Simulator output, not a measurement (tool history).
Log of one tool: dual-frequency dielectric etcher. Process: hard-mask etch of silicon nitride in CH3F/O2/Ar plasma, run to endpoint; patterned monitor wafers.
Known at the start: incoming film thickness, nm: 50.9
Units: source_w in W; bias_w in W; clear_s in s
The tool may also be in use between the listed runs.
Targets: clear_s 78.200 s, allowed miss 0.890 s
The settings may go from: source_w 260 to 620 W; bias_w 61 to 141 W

run	hour	source_w	bias_w	clear_s
1	0.0	440	101	64.423
2	7.6	480	101	62.618
3	11.1	480	117	59.612
4	16.9	480	127	58.178
5	18.9	480	135	57.078
6	26.2	450	127	59.562
7	27.6	420	120	61.620
8	28.7	400	113	63.734
9	30.8	400	113	64.117
10	34.8	380	108	65.877
11	40.0	360	104	67.579

Which of these 4 next moves meets every target?
A	45.2	430	106	?
B	45.2	440	120	?
C	45.2	540	141	?
D	45.2	270	85	?

move	clear_s
A	63.770
B	60.756
C	53.936
D	78.530
A: further off than the last run
B: further off than the last run
C: further off than the last run
D: meets every target
The right move is D.

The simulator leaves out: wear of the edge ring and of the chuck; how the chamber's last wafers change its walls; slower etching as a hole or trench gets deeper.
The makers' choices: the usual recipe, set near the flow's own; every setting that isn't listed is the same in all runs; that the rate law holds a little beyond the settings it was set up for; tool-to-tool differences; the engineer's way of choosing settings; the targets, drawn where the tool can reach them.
